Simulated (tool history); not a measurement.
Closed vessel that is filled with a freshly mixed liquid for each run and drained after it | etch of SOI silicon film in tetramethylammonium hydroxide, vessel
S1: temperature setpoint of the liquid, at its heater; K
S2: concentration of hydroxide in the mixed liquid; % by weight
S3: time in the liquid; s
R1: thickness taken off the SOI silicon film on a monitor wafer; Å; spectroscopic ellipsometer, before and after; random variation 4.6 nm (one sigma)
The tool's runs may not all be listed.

run 1 hour=0.0 | S1=342.15 S2=13.0 S3=90 | R1=5433.0
run 2 hour=6.8 | S1=342.15 S2=13.0 S3=90 | R1=5448.6
run 3 hour=13.2 | S1=343.65 S2=13.0 S3=90 | R1=5941.6
run 4 hour=20.0 | S1=343.65 S2=13.0 S3=95 | R1=6243.0
run 5 hour=27.2 | S1=343.65 S2=13.0 S3=95 | R1=6275.9
run 6 hour=35.2 | S1=345.15 S2=13.0 S3=95 | R1=6843.4
run 7 hour=38.9 | S1=346.15 S2=13.0 S3=95 | R1=7254.3
run 8 hour=45.4 | S1=347.15 S2=13.0 S3=95 | R1=7682.4
run 9 hour=53.9 | S1=347.65 S2=13.0 S3=95 | R1=7936.2
run 10 hour=59.4 | S1=348.15 S2=13.0 S3=95 | R1=8072.2
run 11 hour=64.5 | S1=348.15 S2=13.0 S3=95 | R1=8176.0
run 12 hour=70.8 | S1=348.65 S2=13.0 S3=95 | R1=8293.5
run 13 hour=74.4 | S1=349.15 S2=13.0 S3=95 | R1=8656.6
run 14 hour=83.0 | S1=349.15 S2=13.0 S3=95 | R1=8613.1

Forecast run 15:
run 15 hour=90.9 | S1=349.65 S2=13.0 S3=95 | R1=?

{"run 15": {"R1": 8862.2}}
